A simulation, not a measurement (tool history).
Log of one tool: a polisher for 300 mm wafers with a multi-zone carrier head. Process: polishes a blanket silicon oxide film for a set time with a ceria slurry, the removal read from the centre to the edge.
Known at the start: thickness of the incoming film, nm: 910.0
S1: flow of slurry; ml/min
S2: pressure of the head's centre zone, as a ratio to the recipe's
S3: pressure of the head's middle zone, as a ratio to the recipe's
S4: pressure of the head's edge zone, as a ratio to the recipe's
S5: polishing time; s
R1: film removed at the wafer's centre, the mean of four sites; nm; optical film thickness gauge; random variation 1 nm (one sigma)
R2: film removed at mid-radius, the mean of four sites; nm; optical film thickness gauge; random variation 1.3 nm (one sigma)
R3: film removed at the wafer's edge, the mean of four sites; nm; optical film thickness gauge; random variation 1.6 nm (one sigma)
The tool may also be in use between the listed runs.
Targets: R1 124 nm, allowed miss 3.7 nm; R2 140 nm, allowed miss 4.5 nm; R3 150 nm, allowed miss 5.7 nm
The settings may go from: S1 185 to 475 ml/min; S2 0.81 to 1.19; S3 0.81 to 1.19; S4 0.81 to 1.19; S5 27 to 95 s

run  hour   S1    S2    S3    S4  S5      R1      R2      R3
  1     0  305     1     1     1  61  190.38  183.86  188.09
  2   6.2  370     1     1     1  61  191.09  183.46  191.21
  3  14.9  370     1  1.08     1  61  190.25  197.26  190.49
  4  23.3  370     1  1.08     1  46  144.07  151.91  140.15
  5    30  370  1.04  1.08     1  46  151.82  148.74   143.3
  6  33.6  375  0.99  1.04  1.05  46  140.62  147.56  143.16
  7  34.9  380  0.96     1  1.08  46  139.26  142.17  146.94
  8  39.2  380  0.93  0.99   1.1  46  132.46  138.38  150.15
  9  41.4  380  0.92     1   1.1  46  131.93  141.56   148.8
 10  45.3  380   0.9     1   1.1  46  129.47  143.15  151.22

5 next moves are on the table. One of them brings every result within its allowed miss. Which?
  A  49.2  455  0.82  0.94  1.06  51   ?   ?   ?
  B  49.2  295  0.82   1.1  1.15  46   ?   ?   ?
  C  49.2  340  0.81  0.96  1.12  50   ?   ?   ?
  D  49.2  475  0.88  1.02  1.16  45   ?   ?   ?
  E  49.2  375  0.86  0.96  1.06  49   ?   ?   ?

move      R1      R2      R3
   A  132.34   148.2   164.3
   B  116.39  149.08  151.19
   C  125.96  145.57  163.48
   D  125.77  140.31  151.73
   E  131.92  143.41  156.56
A: further off than the last run
B: takes the result that was furthest off past its target
C: brings the result that was furthest off to its target, and leaves another outside
D: meets every target
E: further off than the last run
The right move is D.
